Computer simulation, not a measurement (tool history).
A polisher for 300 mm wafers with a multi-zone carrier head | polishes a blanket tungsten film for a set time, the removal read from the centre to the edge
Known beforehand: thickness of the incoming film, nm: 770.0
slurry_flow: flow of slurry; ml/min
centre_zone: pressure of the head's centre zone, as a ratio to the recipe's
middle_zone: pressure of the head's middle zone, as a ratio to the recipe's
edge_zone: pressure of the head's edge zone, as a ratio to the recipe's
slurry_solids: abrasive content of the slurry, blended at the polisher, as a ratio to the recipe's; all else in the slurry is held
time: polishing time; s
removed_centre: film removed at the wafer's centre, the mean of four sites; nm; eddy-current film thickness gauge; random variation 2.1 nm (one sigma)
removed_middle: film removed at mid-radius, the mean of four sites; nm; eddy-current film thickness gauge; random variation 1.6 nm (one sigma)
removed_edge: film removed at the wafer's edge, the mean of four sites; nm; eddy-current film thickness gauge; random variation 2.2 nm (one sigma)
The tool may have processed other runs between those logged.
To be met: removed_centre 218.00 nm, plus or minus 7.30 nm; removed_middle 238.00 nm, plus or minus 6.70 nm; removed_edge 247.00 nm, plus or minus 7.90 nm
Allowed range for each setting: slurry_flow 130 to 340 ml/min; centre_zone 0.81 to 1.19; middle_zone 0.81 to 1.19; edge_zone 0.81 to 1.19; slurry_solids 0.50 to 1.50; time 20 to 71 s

run	hour	slurry_flow	centre_zone	middle_zone	edge_zone	slurry_solids	time	removed_centre	removed_middle	removed_edge
1	0.0	220	1.00	1.00	1.00	1.00	45	253.82	255.17	257.94
2	7.6	220	1.00	0.93	1.00	1.00	45	252.36	240.14	259.87
3	15.2	215	0.98	0.94	0.99	1.00	45	245.77	242.77	253.79
4	22.1	205	0.97	0.94	1.00	1.00	45	242.99	242.40	253.33
5	25.5	200	0.95	0.94	1.01	1.00	45	238.96	237.80	256.38
6	31.8	245	0.95	0.94	1.01	1.00	45	241.85	243.75	257.55
7	40.3	240	0.94	0.94	1.01	1.00	45	240.34	246.79	259.71
8	48.8	235	0.93	0.94	1.00	1.00	45	239.66	242.11	260.71
9	51.7	230	0.92	0.95	0.99	1.00	45	235.98	245.08	259.33
10	55.8	225	0.91	0.95	0.98	1.00	45	235.68	245.16	251.76
11	59.8	220	0.90	0.95	0.98	1.00	45	228.95	245.52	253.77
12	68.7	215	0.90	0.95	0.98	1.00	45	227.54	244.85	251.08
13	74.0	210	0.90	0.95	0.98	1.00	45	226.04	244.95	253.29
14	81.3	205	0.90	0.95	0.98	1.00	45	227.74	242.53	251.41

4 candidate next runs follow, results not yet known. Just one meets every target within its allowed miss. Identify it.
A	88.6	180	0.91	1.06	0.92	1.00	45	?	?	?
B	88.6	275	0.97	1.00	0.98	0.95	42	?	?	?
C	88.6	185	0.85	1.02	1.02	0.90	46	?	?	?
D	88.6	165	0.91	0.99	1.03	0.85	46	?	?	?

move	removed_centre	removed_middle	removed_edge
A	225.74	260.45	240.69
B	238.04	243.34	239.94
C	212.21	253.81	254.29
D	219.43	239.52	248.93
A: the biggest miss grows against the last run
B: the biggest miss grows against the last run
C: brings the last run's worst result on target, with another outside its allowed miss
D: in spec on every target
D is the move that brings every result within its allowed miss.

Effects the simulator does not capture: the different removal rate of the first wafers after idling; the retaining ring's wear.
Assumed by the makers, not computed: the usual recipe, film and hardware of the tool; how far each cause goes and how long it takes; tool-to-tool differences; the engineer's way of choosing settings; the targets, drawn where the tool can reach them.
